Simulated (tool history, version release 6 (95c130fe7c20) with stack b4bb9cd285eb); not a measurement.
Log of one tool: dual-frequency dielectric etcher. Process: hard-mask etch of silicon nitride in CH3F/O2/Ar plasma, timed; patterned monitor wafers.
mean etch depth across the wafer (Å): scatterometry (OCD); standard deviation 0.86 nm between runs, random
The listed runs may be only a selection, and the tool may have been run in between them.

run	day	source power (kW)	bias power (kW)	etch time (s)	mean etch depth across the wafer (Å)
1	0	0.44	0.087	224	1730.3
2	0.258	0.42	0.086	224	1701.2
3	0.562	0.41	0.085	224	1666.8
4	0.742	0.44	0.085	224	1732.4
5	0.896	0.44	0.085	224	1739.1
6	1.258	0.4	0.085	224	1661.5

What does the tool deliver on the next run?
7	1.588	0.39	0.084	224	?

mean etch depth across the wafer (Å): 1622.9

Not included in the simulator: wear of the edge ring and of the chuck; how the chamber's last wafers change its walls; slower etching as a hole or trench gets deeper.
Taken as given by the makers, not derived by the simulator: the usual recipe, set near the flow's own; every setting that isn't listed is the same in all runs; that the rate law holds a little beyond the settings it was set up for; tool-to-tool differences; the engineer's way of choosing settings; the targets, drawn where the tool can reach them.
